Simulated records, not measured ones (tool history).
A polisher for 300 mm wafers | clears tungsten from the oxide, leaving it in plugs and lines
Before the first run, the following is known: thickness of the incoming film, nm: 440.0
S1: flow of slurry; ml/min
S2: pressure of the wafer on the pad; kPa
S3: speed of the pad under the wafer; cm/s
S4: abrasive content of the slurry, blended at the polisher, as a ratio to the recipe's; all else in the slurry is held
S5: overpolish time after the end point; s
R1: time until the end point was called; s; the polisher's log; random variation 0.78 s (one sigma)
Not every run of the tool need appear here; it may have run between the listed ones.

run,day,S1,S2,S3,S4,S5,R1
1,0,230,20,86,1,20,123.25
2,0.058,285,20,86,1,20,118.93
3,0.371,285,20.7,86,1,20,114.99
4,0.546,285,21.4,86,1,20,112.66
5,0.642,285,22.1,86,1,20,108.17
6,0.829,285,22.8,86,1,20,105.7

Forecast run 7:
7,1.079,285,23.4,86,1,20,?

Run 7 produced R1 102.4 s.
